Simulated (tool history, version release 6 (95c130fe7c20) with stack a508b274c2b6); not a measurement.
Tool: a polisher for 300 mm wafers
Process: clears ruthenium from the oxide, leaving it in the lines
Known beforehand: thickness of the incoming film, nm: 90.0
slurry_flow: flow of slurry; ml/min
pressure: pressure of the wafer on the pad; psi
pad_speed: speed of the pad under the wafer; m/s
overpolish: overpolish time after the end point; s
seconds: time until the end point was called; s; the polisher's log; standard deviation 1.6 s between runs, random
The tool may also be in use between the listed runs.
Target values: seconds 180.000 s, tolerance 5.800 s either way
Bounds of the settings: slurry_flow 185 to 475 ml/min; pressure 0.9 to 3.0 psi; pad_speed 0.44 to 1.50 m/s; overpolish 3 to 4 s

run,day,slurry_flow,pressure,pad_speed,overpolish,seconds
1,0.000,305,1.9,0.96,4,96.428
2,0.075,345,1.9,0.96,4,94.985
3,0.142,345,1.9,0.96,4,95.203
4,0.204,295,1.9,0.96,4,97.337
5,0.562,295,1.9,1.08,4,86.503
6,0.917,290,1.7,1.04,4,98.695
7,1.229,290,1.5,1.00,4,109.160
8,1.546,285,1.4,0.94,4,124.590
9,1.683,285,1.3,0.92,4,134.240
10,1.775,285,1.3,0.92,4,133.780
11,2.067,285,1.2,0.90,4,146.470
12,2.304,285,1.2,0.90,4,145.530
13,2.496,285,1.1,0.88,4,156.680
14,2.867,285,1.0,0.86,4,170.900
15,2.962,285,1.0,0.86,4,171.800

5 candidate next runs follow, results not yet known. Just one meets every target within its allowed miss. Identify it.
A,3.058,300,1.0,0.80,4,?
B,3.058,270,1.0,0.86,4,?
C,3.058,305,1.2,0.82,4,?
D,3.058,240,1.6,0.66,4,?
E,3.058,230,0.9,1.04,4,?

move,seconds
A,181.360
B,171.010
C,156.710
D,161.570
E,155.000
A: all results land within tolerance of their targets
B: moves away from the targets compared with the last run
C: moves away from the targets compared with the last run
D: moves away from the targets compared with the last run
E: moves away from the targets compared with the last run
Go with A: it meets all targets.
